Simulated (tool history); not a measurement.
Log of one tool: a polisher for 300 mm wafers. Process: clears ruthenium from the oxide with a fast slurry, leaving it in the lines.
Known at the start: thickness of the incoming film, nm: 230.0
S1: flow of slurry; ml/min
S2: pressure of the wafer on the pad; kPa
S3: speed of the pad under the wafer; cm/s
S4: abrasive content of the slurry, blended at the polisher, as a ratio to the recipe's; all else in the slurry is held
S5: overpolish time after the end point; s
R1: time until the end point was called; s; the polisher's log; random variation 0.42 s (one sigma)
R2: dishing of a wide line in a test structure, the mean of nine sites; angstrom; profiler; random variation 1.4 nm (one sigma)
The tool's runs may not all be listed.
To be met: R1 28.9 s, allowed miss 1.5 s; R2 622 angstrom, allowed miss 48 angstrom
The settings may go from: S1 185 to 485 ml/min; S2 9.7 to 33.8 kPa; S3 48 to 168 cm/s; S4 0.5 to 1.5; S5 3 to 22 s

run,hour,S1,S2,S3,S4,S5,R1,R2
1,0,310,21.4,108,1,11,45.012,380.09
2,3.4,365,21.4,108,1,11,44.212,397.53
3,5.8,365,21.4,108,1.2,11,41.503,411.48
4,14.5,365,18.6,108,1.2,11,46.41,360.58
5,19.3,365,18.6,92,1.2,11,54.261,324.87
6,27.1,365,22.8,94,1.2,11,43.72,385.01
7,28.3,365,25.5,96,1.2,11,37.991,431.78
8,31.6,365,26.9,96,1.2,12,36.36,486.69
9,39.9,365,28.3,96,1.2,12,35.382,502.68
10,46.5,365,29.6,96,1.2,12,32.354,498.38
11,49.8,365,30.3,96,1.2,13,32.759,556.73
12,51.5,365,30.3,96,1.2,13,32.593,547.45
13,55,365,31,96,1.2,13,31.651,579.26
14,59.4,365,31.7,96,1.2,13,31.646,583.7
15,68,365,32.4,96,1.2,13,30.607,593.65

Which of these 4 next moves meets every target?
A,76.6,400,32.4,120,1.25,11,?,?
B,76.6,435,33.8,98,1.2,13,?,?
C,76.6,375,29.6,106,1.1,14,?,?
D,76.6,385,33.1,86,1.2,15,?,?

move,R1,R2
A,24.318,640.48
B,28.698,641.19
C,31.617,629.97
D,33.499,635.46
A: takes the result that was furthest off past its target
B: meets every target
C: further off than the last run
D: further off than the last run
The right move is B.

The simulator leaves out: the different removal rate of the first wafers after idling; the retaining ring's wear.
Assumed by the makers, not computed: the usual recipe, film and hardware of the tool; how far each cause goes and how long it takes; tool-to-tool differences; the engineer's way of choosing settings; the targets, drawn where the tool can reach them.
